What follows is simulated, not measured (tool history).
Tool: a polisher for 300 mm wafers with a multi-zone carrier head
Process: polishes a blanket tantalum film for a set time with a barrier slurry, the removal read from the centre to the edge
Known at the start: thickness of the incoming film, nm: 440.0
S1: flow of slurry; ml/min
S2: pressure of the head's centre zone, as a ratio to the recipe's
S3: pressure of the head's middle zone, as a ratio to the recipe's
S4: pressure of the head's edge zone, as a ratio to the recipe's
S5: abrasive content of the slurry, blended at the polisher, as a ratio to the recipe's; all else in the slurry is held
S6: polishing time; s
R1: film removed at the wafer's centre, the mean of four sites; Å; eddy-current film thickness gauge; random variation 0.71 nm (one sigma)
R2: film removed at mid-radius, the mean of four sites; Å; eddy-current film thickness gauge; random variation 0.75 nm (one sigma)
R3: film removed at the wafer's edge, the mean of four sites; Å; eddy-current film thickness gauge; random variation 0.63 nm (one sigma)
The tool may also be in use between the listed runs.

run 1 day=0.000 | S1=230 S2=1.00 S3=1.00 S4=1.00 S5=1.00 S6=74 | R1=775.17 R2=819.24 R3=784.93
run 2 day=0.254 | S1=230 S2=1.00 S3=1.00 S4=0.96 S5=1.00 S6=74 | R1=767.90 R2=790.01 R3=768.58
run 3 day=0.567 | S1=230 S2=1.00 S3=1.04 S4=0.96 S5=1.00 S6=74 | R1=799.78 R2=829.60 R3=773.27
run 4 day=0.862 | S1=230 S2=1.00 S3=1.04 S4=1.03 S5=1.00 S6=74 | R1=774.45 R2=810.82 R3=796.48
run 5 day=0.908 | S1=230 S2=1.05 S3=1.04 S4=1.03 S5=1.00 S6=74 | R1=814.79 R2=831.40 R3=821.89
run 6 day=1.250 | S1=225 S2=1.04 S3=0.98 S4=1.00 S5=0.85 S6=69 | R1=715.74 R2=711.39 R3=707.65

The next listed run, before its measurement:
run 7 day=1.354 | S1=220 S2=1.03 S3=0.93 S4=0.99 S5=0.75 S6=66 | R1=? R2=? R3=?

{"run 7": {"R1": 652.74, "R2": 605.4, "R3": 653.58}}

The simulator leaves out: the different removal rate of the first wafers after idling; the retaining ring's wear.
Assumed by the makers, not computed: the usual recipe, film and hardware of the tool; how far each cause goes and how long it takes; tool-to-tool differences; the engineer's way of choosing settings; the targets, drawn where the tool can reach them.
